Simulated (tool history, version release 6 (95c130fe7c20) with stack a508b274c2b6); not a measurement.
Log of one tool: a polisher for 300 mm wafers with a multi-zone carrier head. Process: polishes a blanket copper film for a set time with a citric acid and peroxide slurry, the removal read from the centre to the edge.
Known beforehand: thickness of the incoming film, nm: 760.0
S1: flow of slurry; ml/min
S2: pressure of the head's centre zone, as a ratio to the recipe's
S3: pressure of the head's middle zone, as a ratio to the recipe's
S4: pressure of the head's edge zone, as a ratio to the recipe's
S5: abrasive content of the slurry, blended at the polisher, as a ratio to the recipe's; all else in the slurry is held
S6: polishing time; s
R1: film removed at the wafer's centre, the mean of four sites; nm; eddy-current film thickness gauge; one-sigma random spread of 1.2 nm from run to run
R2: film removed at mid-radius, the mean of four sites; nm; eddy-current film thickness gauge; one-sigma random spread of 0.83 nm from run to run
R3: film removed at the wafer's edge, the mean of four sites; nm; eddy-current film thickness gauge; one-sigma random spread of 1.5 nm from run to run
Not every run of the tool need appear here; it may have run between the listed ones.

run,hour,S1,S2,S3,S4,S5,S6,R1,R2,R3
1,0,270,1,1,1,1,34,66.558,67.572,67.178
2,6.5,270,1,1,1.03,1.1,36,71.319,73.293,73.473
3,11.9,270,1,1.07,1.03,1.1,36,72.726,77.383,73.444
4,19.8,270,1,1.12,1.03,1.1,36,70.143,80.602,71.751
5,28.2,270,1,1.1,1.06,1.2,37,75.631,81.26,78.292
6,32.3,275,1,1.11,1.08,1.25,38,78.353,85.445,85.054

Estimate the outcome of run 7 from the log above:
7,40,285,1.02,1.12,1.1,1.3,38,?,?,?

{"run 7": {"R1": 79.892, "R2": 88.109, "R3": 81.97}}
